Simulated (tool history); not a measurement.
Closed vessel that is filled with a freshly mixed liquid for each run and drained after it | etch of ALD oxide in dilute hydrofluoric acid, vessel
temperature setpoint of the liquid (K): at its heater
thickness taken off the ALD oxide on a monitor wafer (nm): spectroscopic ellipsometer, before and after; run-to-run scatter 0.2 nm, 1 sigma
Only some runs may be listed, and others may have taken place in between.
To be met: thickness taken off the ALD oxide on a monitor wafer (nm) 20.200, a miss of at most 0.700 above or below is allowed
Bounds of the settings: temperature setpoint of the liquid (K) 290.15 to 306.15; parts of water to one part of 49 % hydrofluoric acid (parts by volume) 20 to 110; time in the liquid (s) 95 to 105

run  hour  temperature setpoint of the liquid (K)  parts of water to one part of 49 % hydrofluoric acid (parts by volume)  time in the liquid (s)  thickness taken off the ALD oxide on a monitor wafer (nm)
  1   0.0                                  298.15                                                                      60                      95                                                     28.272
  2   4.4                                  301.65                                                                      60                      95                                                     32.035
  3  11.9                                  301.65                                                                      60                     105                                                     35.293
  4  14.0                                  301.65                                                                      80                     105                                                     25.839
  5  19.2                                  300.65                                                                      80                     105                                                     24.457
  6  26.1                                  300.15                                                                      80                     105                                                     23.741
  7  26.9                                  299.65                                                                      80                     105                                                     23.837
  8  30.7                                  299.15                                                                      80                     105                                                     23.144
  9  35.5                                  298.65                                                                      80                     105                                                     22.490
 10  43.5                                  298.65                                                                      80                     105                                                     22.955

Which single option among these 5 for the next run brings every result within its allowed miss of target? Just one does.
  A  51.5                                  299.65                                                                      70                     105                                                          ?
  B  51.5                                  305.15                                                                      80                      95                                                          ?
  C  51.5                                  300.15                                                                      90                     100                                                          ?
  D  51.5                                  292.65                                                                      55                     105                                                          ?
  E  51.5                                  301.15                                                                      75                     100                                                          ?

move  thickness taken off the ALD oxide on a monitor wafer (nm)
   A                                                     27.405
   B                                                     26.439
   C                                                     20.150
   D                                                     26.666
   E                                                     25.663
A: its largest miss is bigger than the last run's
B: its largest miss is bigger than the last run's
C: all results land within tolerance of their targets
D: its largest miss is bigger than the last run's
E: its largest miss is bigger than the last run's
C meets every target.

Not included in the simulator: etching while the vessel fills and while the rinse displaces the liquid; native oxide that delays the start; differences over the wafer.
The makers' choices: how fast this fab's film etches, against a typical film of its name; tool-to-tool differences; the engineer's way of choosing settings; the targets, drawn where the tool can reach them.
